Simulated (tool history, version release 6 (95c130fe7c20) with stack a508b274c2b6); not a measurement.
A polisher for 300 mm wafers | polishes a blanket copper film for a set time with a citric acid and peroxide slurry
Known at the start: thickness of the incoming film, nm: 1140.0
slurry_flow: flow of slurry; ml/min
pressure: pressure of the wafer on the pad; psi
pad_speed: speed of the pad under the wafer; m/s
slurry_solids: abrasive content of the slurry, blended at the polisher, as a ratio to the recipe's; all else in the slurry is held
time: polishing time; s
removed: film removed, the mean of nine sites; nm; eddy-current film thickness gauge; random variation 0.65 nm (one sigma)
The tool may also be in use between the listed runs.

run	hour	slurry_flow	pressure	pad_speed	slurry_solids	time	removed
1	0	205	4	1.26	1	20	75.991
2	7.6	205	4.7	1.26	1	20	87.446
3	16.3	205	4.7	1.26	0.9	20	84.329
4	22.4	245	4.7	1.26	0.9	20	86.58
5	22.9	245	4.7	1.26	0.9	18	79.002
6	26.8	245	4.7	1.26	0.9	18	78.984
7	28.5	245	5	1.26	0.9	18	82.798
8	32.5	245	5.3	1.26	0.9	18	85.935

The next listed run, before its measurement:
9	40.4	245	5.5	1.26	0.9	18	?

Run 9 gave removed 89.576 nm.

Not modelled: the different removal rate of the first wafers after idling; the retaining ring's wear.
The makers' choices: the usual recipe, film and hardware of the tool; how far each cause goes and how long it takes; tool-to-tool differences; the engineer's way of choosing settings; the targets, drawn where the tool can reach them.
